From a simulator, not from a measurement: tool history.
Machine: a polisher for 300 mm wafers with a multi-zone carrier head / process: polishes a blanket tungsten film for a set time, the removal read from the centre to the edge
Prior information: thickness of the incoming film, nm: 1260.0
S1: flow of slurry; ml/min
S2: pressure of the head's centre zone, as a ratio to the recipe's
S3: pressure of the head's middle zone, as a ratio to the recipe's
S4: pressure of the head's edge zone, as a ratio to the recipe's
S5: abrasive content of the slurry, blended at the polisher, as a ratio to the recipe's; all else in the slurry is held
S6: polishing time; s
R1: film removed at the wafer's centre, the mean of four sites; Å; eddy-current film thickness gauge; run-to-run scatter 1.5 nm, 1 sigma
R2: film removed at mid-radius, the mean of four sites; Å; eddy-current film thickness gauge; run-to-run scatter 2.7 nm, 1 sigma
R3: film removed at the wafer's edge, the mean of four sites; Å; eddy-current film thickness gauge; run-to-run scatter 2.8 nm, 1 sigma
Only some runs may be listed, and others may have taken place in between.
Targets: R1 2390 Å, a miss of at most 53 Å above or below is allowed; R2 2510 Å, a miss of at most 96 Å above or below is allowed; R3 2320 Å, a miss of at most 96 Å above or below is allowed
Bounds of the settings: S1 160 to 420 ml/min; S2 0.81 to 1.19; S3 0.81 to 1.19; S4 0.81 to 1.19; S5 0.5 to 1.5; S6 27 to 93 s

Run 1, hour 0: S1 270 ml/min, S2 1, S3 1, S4 1, S5 1, S6 59 s. Result: R1 2983.5 Å, R2 3253.4 Å, R3 3294.3 Å.
Run 2, hour 7.3: S1 275 ml/min, S2 1.01, S3 1, S4 0.97, S5 0.9, S6 57 s. Result: R1 2833.3 Å, R2 2943.3 Å, R3 2959.5 Å.
Run 3, hour 11: S1 275 ml/min, S2 1, S3 1.01, S4 0.94, S5 0.85, S6 57 s. Result: R1 2741.6 Å, R2 2981.8 Å, R3 2969.4 Å.
Run 4, hour 14.9: S1 285 ml/min, S2 1.01, S3 1.02, S4 0.92, S5 0.8, S6 56 s. Result: R1 2722.8 Å, R2 2932.6 Å, R3 2768 Å.
Run 5, hour 18.1: S1 285 ml/min, S2 1.01, S3 1.02, S4 0.89, S5 0.8, S6 56 s. Result: R1 2706 Å, R2 2892.7 Å, R3 2729 Å.
Run 6, hour 26.5: S1 285 ml/min, S2 1.01, S3 1.08, S4 0.89, S5 0.8, S6 56 s. Result: R1 2697.4 Å, R2 3014.9 Å, R3 2719.4 Å.
Run 7, hour 34.1: S1 285 ml/min, S2 1.01, S3 1.07, S4 0.88, S5 0.75, S6 56 s. Result: R1 2670.7 Å, R2 2891 Å, R3 2689.8 Å.
Run 8, hour 37.5: S1 290 ml/min, S2 1.01, S3 1.07, S4 0.87, S5 0.7, S6 55 s. Result: R1 2562.1 Å, R2 2856.3 Å, R3 2574.5 Å.
Run 9, hour 40.2: S1 290 ml/min, S2 1.01, S3 1.07, S4 0.87, S5 0.7, S6 55 s. Result: R1 2544.7 Å, R2 2819.6 Å, R3 2576 Å.
Run 10, hour 47.6: S1 245 ml/min, S2 1.03, S3 1.02, S4 0.81, S5 0.5, S6 54 s. Result: R1 2286 Å, R2 2353.1 Å, R3 2176.4 Å.
Run 11, hour 52: S1 255 ml/min, S2 1.03, S3 1.02, S4 0.82, S5 0.5, S6 54 s. Result: R1 2283.2 Å, R2 2360.3 Å, R3 2262.1 Å.
Run 12, hour 56: S1 265 ml/min, S2 1.03, S3 1.03, S4 0.82, S5 0.5, S6 54 s. Result: R1 2301.7 Å, R2 2425.4 Å, R3 2195.2 Å.
Run 13, hour 62: S1 265 ml/min, S2 1.03, S3 1.03, S4 0.83, S5 0.5, S6 54 s. Result: R1 2318.1 Å, R2 2395.7 Å, R3 2227.5 Å.
Run 14, hour 69.2: S1 270 ml/min, S2 1.03, S3 1.03, S4 0.84, S5 0.5, S6 54 s. Result: R1 2306.5 Å, R2 2417.5 Å, R3 2232.6 Å.
Run 15, hour 77.3: S1 275 ml/min, S2 1.03, S3 1.03, S4 0.85, S5 0.5, S6 54 s. Result: R1 2294 Å, R2 2466.2 Å, R3 2267.8 Å.

Which of these 4 next moves meets every target?
Run A, hour 85.4: S1 250 ml/min, S2 0.98, S3 0.95, S4 0.88, S5 0.55, S6 56 s. Result: R1 ?, R2 ?, R3 ?.
Run B, hour 85.4: S1 260 ml/min, S2 1.03, S3 1.03, S4 0.82, S5 0.5, S6 53 s. Result: R1 ?, R2 ?, R3 ?.
Run C, hour 85.4: S1 265 ml/min, S2 1, S3 1.01, S4 0.87, S5 0.5, S6 53 s. Result: R1 ?, R2 ?, R3 ?.
Run D, hour 85.4: S1 270 ml/min, S2 1.04, S3 1.02, S4 0.85, S5 0.55, S6 54 s. Result: R1 ?, R2 ?, R3 ?.

move      R1      R2      R3
   A  2305.4  2491.1  2434.9
   B  2243.4  2420.4  2176.5
   C  2182.3  2396.4  2238.8
   D  2386.3  2532.5  2325.9
A: gains on the last run, yet a result remains outside its allowed miss
B: further off than the last run
C: further off than the last run
D: all results in spec
So the answer is move D, the one that meets all the targets.
